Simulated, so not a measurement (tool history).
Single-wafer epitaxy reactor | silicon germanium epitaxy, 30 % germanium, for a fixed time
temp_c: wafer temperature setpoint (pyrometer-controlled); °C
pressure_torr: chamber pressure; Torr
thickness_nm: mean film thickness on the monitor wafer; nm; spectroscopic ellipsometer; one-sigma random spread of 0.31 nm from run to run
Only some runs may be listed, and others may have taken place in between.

run	hour	temp_c	pressure_torr	thickness_nm
1	0	615	15.2	68.113
2	2.4	615	17.3	71.591
3	10.7	626	17.3	87.123
4	18.6	626	14.9	81.362
5	22.4	619	14.7	72.422
6	31.3	614	14.6	65.194
7	36.8	611	14.5	62.338
8	40.7	608	14.4	58.54
9	49.5	608	14.4	58.554
10	52.4	607	14.4	57.468

Run 11 comes next. What will it give?
11	55	606	14.4	?

Run 11 gave thickness_nm 56.605 nm.

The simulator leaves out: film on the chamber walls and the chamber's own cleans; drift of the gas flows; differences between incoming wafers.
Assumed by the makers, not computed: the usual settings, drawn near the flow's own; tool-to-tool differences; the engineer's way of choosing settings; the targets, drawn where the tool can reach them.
